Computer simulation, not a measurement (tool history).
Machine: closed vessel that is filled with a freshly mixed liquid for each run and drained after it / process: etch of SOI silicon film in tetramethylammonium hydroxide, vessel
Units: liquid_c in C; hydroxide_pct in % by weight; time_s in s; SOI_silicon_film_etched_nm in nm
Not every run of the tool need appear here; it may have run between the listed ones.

run,hour,liquid_c,hydroxide_pct,time_s,SOI_silicon_film_etched_nm
1,0,71,17.5,30,166.9
2,0.5,71,20,30,157.26
3,8.1,65.5,20,30,113.87
4,14.1,65.5,23,30,102.58
5,18.3,67.5,23,30,116.01
6,25.2,64,23,30,94.057
7,29.5,66.5,23,30,110.03
8,34.5,68.5,23,30,123.71

The next listed run, before its measurement:
9,39.8,75,23,30,?

SOI_silicon_film_etched_nm: 180.92 nm
